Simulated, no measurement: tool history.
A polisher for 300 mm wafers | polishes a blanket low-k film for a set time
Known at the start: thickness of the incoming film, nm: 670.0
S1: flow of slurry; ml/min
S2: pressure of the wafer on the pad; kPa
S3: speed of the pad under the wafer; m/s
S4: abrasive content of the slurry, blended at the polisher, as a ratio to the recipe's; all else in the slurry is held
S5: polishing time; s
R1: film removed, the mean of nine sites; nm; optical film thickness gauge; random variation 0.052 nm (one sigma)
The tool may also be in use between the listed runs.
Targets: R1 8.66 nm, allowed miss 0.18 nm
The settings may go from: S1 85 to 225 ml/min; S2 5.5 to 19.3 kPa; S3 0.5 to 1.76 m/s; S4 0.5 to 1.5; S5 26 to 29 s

Run 1, hour 0: S1 145 ml/min, S2 12.4 kPa, S3 1.12 m/s, S4 1, S5 29 s. Result: R1 14.341 nm.
Run 2, hour 0.9: S1 145 ml/min, S2 12.4 kPa, S3 0.94 m/s, S4 1, S5 29 s. Result: R1 12.691 nm.
Run 3, hour 9: S1 145 ml/min, S2 14.5 kPa, S3 0.94 m/s, S4 1, S5 29 s. Result: R1 14.527 nm.
Run 4, hour 12.1: S1 135 ml/min, S2 12.4 kPa, S3 0.94 m/s, S4 1, S5 29 s. Result: R1 12.383 nm.
Run 5, hour 16.1: S1 135 ml/min, S2 12.4 kPa, S3 0.94 m/s, S4 1.1, S5 29 s. Result: R1 13.354 nm.
Run 6, hour 23.7: S1 125 ml/min, S2 10.3 kPa, S3 0.94 m/s, S4 1.1, S5 29 s. Result: R1 10.937 nm.
Run 7, hour 31.1: S1 90 ml/min, S2 7.6 kPa, S3 0.94 m/s, S4 1.1, S5 29 s. Result: R1 7.839 nm.
Run 8, hour 33.8: S1 100 ml/min, S2 7.6 kPa, S3 0.94 m/s, S4 1.1, S5 29 s. Result: R1 7.9122 nm.
Run 9, hour 38.9: S1 110 ml/min, S2 7.6 kPa, S3 0.94 m/s, S4 1.1, S5 29 s. Result: R1 8.119 nm.

4 next moves are on the table. One of them brings every result within its allowed miss. Which?
Run A, hour 44: S1 85 ml/min, S2 13.1 kPa, S3 0.5 m/s, S4 1.05, S5 28 s. Result: R1 ?.
Run B, hour 44: S1 130 ml/min, S2 7.6 kPa, S3 0.84 m/s, S4 1.1, S5 28 s. Result: R1 ?.
Run C, hour 44: S1 110 ml/min, S2 9.7 kPa, S3 0.68 m/s, S4 1.3, S5 29 s. Result: R1 ?.
Run D, hour 44: S1 110 ml/min, S2 7.6 kPa, S3 0.92 m/s, S4 1.15, S5 29 s. Result: R1 ?.

move      R1
   A  7.6884
   B  7.4983
   C    8.83
   D  8.2958
A: further off than the last run
B: further off than the last run
C: meets every target
D: nearer than the last run, and not there yet
The right move is C.
